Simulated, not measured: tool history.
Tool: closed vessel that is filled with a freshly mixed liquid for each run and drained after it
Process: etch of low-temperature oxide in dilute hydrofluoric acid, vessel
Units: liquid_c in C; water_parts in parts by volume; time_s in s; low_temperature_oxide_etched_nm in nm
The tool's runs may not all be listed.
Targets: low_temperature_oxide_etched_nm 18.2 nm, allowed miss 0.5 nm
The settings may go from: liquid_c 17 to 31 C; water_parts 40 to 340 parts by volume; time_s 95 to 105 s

run	hour	liquid_c	water_parts	time_s	low_temperature_oxide_etched_nm
1	0	23	190	95	14.605
2	1.3	23	190	95	14.906
3	7.6	21	190	95	13.718
4	13.2	22.5	190	95	14.48
5	21.8	21	190	95	13.75
6	25.2	22.5	190	95	14.662
7	30.2	23.5	190	95	15.004
8	32.8	23.5	190	95	15.049
9	39.2	24.5	190	95	15.735
10	42	25.5	190	95	16.318
11	46.5	26	190	95	16.539

5 next moves are on the table. One of them brings every result within its allowed miss. Which?
A	51	27.5	220	95	?
B	51	28	195	95	?
C	51	23	190	95	?
D	51	25	195	105	?
E	51	21	165	105	?

move	low_temperature_oxide_etched_nm
A	14.499
B	17.153
C	14.811
D	17.055
E	17.979
A: further off than the last run
B: nearer than the last run, and not there yet
C: further off than the last run
D: nearer than the last run, and not there yet
E: meets every target
Answer: E

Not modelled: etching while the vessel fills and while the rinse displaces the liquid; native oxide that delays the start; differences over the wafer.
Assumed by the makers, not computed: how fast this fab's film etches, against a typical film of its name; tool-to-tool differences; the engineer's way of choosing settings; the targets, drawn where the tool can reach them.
